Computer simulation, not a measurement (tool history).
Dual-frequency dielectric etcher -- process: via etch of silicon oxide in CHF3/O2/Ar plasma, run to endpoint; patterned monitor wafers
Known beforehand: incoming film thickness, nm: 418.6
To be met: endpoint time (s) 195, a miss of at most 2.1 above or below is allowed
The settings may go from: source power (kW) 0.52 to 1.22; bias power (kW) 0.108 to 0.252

run 1 hour=0 | source_power_(kW)=0.87 bias_power_(kW)=0.18 | endpoint_time_(s)=185.02
run 2 hour=7.7 | source_power_(kW)=1.02 bias_power_(kW)=0.18 | endpoint_time_(s)=171.08
run 3 hour=10.9 | source_power_(kW)=0.87 bias_power_(kW)=0.18 | endpoint_time_(s)=185.44
run 4 hour=11.6 | source_power_(kW)=0.87 bias_power_(kW)=0.198 | endpoint_time_(s)=179.55
run 5 hour=14.8 | source_power_(kW)=0.82 bias_power_(kW)=0.197 | endpoint_time_(s)=185.39
run 6 hour=15.7 | source_power_(kW)=0.66 bias_power_(kW)=0.197 | endpoint_time_(s)=209.47
run 7 hour=23.6 | source_power_(kW)=0.69 bias_power_(kW)=0.197 | endpoint_time_(s)=203.78
run 8 hour=26.1 | source_power_(kW)=0.71 bias_power_(kW)=0.197 | endpoint_time_(s)=201.39
run 9 hour=33.4 | source_power_(kW)=0.79 bias_power_(kW)=0.198 | endpoint_time_(s)=189

Which of these 4 next moves meets every target?
run A hour=40.7 | source_power_(kW)=0.81 bias_power_(kW)=0.214 | endpoint_time_(s)=?
run B hour=40.7 | source_power_(kW)=0.75 bias_power_(kW)=0.198 | endpoint_time_(s)=?
run C hour=40.7 | source_power_(kW)=0.85 bias_power_(kW)=0.194 | endpoint_time_(s)=?
run D hour=40.7 | source_power_(kW)=0.81 bias_power_(kW)=0.198 | endpoint_time_(s)=?

move=A endpoint_time_(s)=182.78
move=B endpoint_time_(s)=195.64
move=C endpoint_time_(s)=183.88
move=D endpoint_time_(s)=187.49
A: its largest miss is bigger than the last run's
B: all results in spec
C: its largest miss is bigger than the last run's
D: its largest miss is bigger than the last run's
So the answer is move B, the one that meets all the targets.

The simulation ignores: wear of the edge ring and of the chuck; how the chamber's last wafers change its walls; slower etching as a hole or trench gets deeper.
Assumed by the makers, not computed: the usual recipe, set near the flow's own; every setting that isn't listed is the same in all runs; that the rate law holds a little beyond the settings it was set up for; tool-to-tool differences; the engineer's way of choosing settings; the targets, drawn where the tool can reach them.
